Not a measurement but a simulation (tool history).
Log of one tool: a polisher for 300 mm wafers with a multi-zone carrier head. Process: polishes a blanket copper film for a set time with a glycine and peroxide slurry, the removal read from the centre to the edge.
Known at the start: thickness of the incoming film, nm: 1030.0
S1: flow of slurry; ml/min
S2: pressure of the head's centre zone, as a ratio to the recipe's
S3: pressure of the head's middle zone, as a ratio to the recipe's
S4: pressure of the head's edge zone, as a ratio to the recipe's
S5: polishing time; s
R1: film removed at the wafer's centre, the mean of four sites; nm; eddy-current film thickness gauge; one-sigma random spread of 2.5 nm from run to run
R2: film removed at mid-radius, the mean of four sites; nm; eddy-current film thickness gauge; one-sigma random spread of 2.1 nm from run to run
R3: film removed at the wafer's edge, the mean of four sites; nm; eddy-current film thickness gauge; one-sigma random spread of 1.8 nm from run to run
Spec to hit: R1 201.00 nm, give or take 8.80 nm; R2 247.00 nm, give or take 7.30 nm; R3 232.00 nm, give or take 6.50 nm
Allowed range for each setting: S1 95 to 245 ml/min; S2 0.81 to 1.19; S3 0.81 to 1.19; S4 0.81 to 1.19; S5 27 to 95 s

run  hour   S1    S2    S3    S4  S5      R1      R2      R3
  1   0.0  155  1.00  1.00  1.00  61  186.04  183.15  190.04
  2   5.2  170  0.98  1.05  1.04  62  189.62  194.99  198.77
  3   7.4  195  0.98  1.05  1.04  62  196.13  204.36  204.54
  4  11.4  205  0.96  1.08  1.06  63  191.65  210.31  209.34
  5  14.6  205  1.02  1.08  1.06  63  207.70  214.80  208.71
  6  22.5  215  1.00  1.11  1.08  64  210.33  224.10  213.81
  7  26.3  220  0.97  1.13  1.09  65  207.37  227.52  218.82
  8  31.0  225  0.94  1.15  1.09  66  206.64  236.75  224.81
  9  36.6  230  0.92  1.16  1.10  66  195.47  236.59  225.58

Consider the 4 candidate settings below. Which is the only one whose results all fall within their allowed miss of target?
  A  42.2  235  0.96  1.04  1.19  64   ?   ?   ?
  B  42.2  195  0.89  1.15  1.05  71   ?   ?   ?
  C  42.2  240  0.85  1.19  1.03  67   ?   ?   ?
  D  42.2  235  0.91  1.12  1.10  67   ?   ?   ?

move      R1      R2      R3
   A  202.55  211.10  228.80
   B  202.30  246.72  233.18
   C  188.28  246.24  222.64
   D  201.01  234.10  229.78
A: the biggest miss grows against the last run
B: in spec on every target
C: meets the target for the result that was furthest off, but another lies outside its allowed miss
D: the biggest miss grows against the last run
The right move is B.
